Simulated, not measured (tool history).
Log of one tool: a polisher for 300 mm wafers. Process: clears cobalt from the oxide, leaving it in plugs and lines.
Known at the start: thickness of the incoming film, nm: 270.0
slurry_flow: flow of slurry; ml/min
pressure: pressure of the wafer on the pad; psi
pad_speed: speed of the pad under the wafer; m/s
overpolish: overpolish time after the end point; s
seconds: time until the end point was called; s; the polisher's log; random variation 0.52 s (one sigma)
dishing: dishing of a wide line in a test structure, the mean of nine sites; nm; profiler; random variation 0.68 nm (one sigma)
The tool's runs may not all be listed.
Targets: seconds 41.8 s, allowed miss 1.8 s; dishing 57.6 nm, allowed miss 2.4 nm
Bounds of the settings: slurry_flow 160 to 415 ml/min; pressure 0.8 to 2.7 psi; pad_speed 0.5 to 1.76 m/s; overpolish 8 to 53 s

run  hour  slurry_flow  pressure  pad_speed  overpolish  seconds  dishing
  1     0          265       1.7       1.12          27   67.967   57.185
  2   5.9          265       1.8       1.12          25   65.342   54.613
  3  13.9          265       1.9       1.12          24   62.981     56.9
  4  20.7          265         2       1.14          22   58.059   55.667
  5    29          265         2       1.24          22   54.251   58.475
  6  29.8          235         2       1.24          22   54.944   58.425
  7  38.3          240       2.1       1.24          21   52.928   57.398
  8  44.2          250       2.2       1.24          20   50.341   56.785
  9  45.5          255       2.3       1.24          20   47.344   59.321

Which of these 5 next moves meets every target?
  A  46.8          245       2.6       1.28          17        ?        ?
  B  46.8          260       2.3       1.04          25        ?        ?
  C  46.8          220       2.4       1.12          25        ?        ?
  D  46.8          255       2.7       1.24          14        ?        ?
  E  46.8          240       2.4       1.56          15        ?        ?

move  seconds  dishing
   A    41.44   57.465
   B    56.26   59.519
   C   51.296   61.581
   D   41.139    52.68
   E   36.794   57.274
A: meets every target
B: further off than the last run
C: further off than the last run
D: brings the result that was furthest off to its target, and leaves another outside
E: takes the result that was furthest off past its target
The right move is A.
